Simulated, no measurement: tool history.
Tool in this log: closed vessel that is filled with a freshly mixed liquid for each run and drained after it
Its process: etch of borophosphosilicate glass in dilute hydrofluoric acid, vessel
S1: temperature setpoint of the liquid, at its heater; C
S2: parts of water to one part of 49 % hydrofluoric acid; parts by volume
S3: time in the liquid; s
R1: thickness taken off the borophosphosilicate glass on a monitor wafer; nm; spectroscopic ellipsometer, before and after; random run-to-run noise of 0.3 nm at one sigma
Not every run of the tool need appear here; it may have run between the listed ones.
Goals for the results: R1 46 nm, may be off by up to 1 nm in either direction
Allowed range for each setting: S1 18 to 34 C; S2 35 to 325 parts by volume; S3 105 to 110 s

run	day	S1	S2	S3	R1
1	0	26	180	105	16.86
2	0.267	26	180	110	17.765
3	0.433	28	150	110	23.654
4	0.546	28	150	105	22.841
# day 0.825: thermometer replaced
5	0.825	28	195	105	18.076
6	1.062	28	160	105	22.871
7	1.35	29.5	150	105	26.145
8	1.579	33.5	80	105	62.425
9	1.762	32.5	80	105	60.505

4 next moves are on the table. One of them brings every result within its allowed miss. Which?
A	1.946	33.5	105	110	?
B	1.946	32	100	110	?
C	1.946	32	100	105	?
D	1.946	34	105	110	?

move	R1
A	48.114
B	48.191
C	46.001
D	48.989
A: closes in on the targets versus the last run, not all within tolerance yet
B: closes in on the targets versus the last run, not all within tolerance yet
C: every result within its allowed miss
D: closes in on the targets versus the last run, not all within tolerance yet
Correct choice: C, which meets every target
